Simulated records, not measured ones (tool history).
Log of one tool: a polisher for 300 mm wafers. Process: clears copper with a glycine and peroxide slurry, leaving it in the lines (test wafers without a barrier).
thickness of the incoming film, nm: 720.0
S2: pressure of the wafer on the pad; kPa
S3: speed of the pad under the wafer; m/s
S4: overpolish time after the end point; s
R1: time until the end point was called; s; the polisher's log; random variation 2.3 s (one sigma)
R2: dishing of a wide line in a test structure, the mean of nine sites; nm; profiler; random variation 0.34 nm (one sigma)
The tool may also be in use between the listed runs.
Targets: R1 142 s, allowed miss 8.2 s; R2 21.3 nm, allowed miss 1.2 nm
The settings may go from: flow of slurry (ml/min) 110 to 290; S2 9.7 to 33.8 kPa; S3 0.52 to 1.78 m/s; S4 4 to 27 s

{"run": 1, "day": 0.0, "flow of slurry (ml/min)": 185, "S2": 21.4, "S3": 1.14, "S4": 14, "R1": 126, "R2": 29.622}
{"run": 2, "day": 0.246, "flow of slurry (ml/min)": 185, "S2": 21.4, "S3": 1.14, "S4": 18, "R1": 128.32, "R2": 31.115}
{"run": 3, "day": 0.354, "flow of slurry (ml/min)": 185, "S2": 21.4, "S3": 1.4, "S4": 18, "R1": 109.62, "R2": 31.86}
{"run": 4, "day": 0.688, "flow of slurry (ml/min)": 175, "S2": 18.6, "S3": 1.46, "S4": 15, "R1": 117.49, "R2": 29.935}
{"day": 0.858, "done": "slurry nozzle cleaned"}
{"run": 5, "day": 0.858, "flow of slurry (ml/min)": 175, "S2": 15.9, "S3": 1.46, "S4": 15, "R1": 126.08, "R2": 29.469}
{"run": 6, "day": 0.946, "flow of slurry (ml/min)": 165, "S2": 14.5, "S3": 1.48, "S4": 13, "R1": 131.85, "R2": 26.908}
{"run": 7, "day": 0.979, "flow of slurry (ml/min)": 160, "S2": 13.8, "S3": 1.48, "S4": 11, "R1": 135.41, "R2": 25.342}
{"run": 8, "day": 1.104, "flow of slurry (ml/min)": 160, "S2": 11.7, "S3": 1.5, "S4": 5, "R1": 149.92, "R2": 15.467}
{"run": 9, "day": 1.183, "flow of slurry (ml/min)": 155, "S2": 11.7, "S3": 1.5, "S4": 6, "R1": 151.17, "R2": 16.862}

5 next moves are on the table. One of them brings every result within its allowed miss. Which?
{"run": "A", "day": 1.262, "flow of slurry (ml/min)": 150, "S2": 10.3, "S3": 1.44, "S4": 13, "R1": "?", "R2": "?"}
{"run": "B", "day": 1.262, "flow of slurry (ml/min)": 150, "S2": 11.7, "S3": 1.66, "S4": 8, "R1": "?", "R2": "?"}
{"run": "C", "day": 1.262, "flow of slurry (ml/min)": 160, "S2": 11.7, "S3": 1.6, "S4": 11, "R1": "?", "R2": "?"}
{"run": "D", "day": 1.262, "flow of slurry (ml/min)": 155, "S2": 13.8, "S3": 1.66, "S4": 6, "R1": "?", "R2": "?"}
{"run": "E", "day": 1.262, "flow of slurry (ml/min)": 170, "S2": 13.8, "S3": 1.4, "S4": 10, "R1": "?", "R2": "?"}

move=A R1=161.31 R2=24.887
move=B R1=137.23 R2=21.017
move=C R1=139.56 R2=24.538
move=D R1=124.99 R2=18.749
move=E R1=139.16 R2=23.679
A: takes the result that was furthest off past its target
B: meets every target
C: takes the result that was furthest off past its target
D: nearer than the last run, and not there yet
E: takes the result that was furthest off past its target
Answer: B
